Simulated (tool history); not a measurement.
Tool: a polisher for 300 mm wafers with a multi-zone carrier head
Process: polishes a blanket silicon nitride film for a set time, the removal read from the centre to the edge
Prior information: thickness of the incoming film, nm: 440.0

| run | day | flow of slurry (ml/min) | pressure of the head's centre zone | pressure of the head's middle zone | pressure of the head's edge zone | polishing time (s) | film removed at the wafer's centre (nm) | film removed at mid-radius (nm) | film removed at the wafer's edge (nm) |
|---|---|---|---|---|---|---|---|---|---|
| 1 | 0.000 | 170 | 1.00 | 1.00 | 1.00 | 47 | 112.890 | 112.070 | 113.500 |
| 2 | 0.158 | 170 | 1.09 | 1.00 | 1.00 | 47 | 120.690 | 112.760 | 113.820 |
| 3 | 0.358 | 160 | 1.08 | 1.03 | 0.95 | 39 | 99.334 | 93.464 | 91.037 |
| 4 | 0.396 | 155 | 1.06 | 1.07 | 0.91 | 34 | 83.794 | 82.808 | 77.238 |
| 5 | 0.754 | 150 | 1.06 | 1.10 | 0.88 | 32 | 78.205 | 80.949 | 72.338 |
| 6 | 0.838 | 150 | 1.14 | 1.10 | 0.88 | 32 | 85.002 | 79.958 | 71.274 |
| 7 | 1.008 | 140 | 1.12 | 1.11 | 0.86 | 30 | 74.295 | 75.196 | 65.369 |

What does the tool deliver on the next run?
| 8 | 1.283 | 130 | 1.13 | 1.11 | 0.84 | 30 | ? | ? | ? |

film removed at the wafer's centre (nm): 73.874
film removed at mid-radius (nm): 73.626
film removed at the wafer's edge (nm): 63.846

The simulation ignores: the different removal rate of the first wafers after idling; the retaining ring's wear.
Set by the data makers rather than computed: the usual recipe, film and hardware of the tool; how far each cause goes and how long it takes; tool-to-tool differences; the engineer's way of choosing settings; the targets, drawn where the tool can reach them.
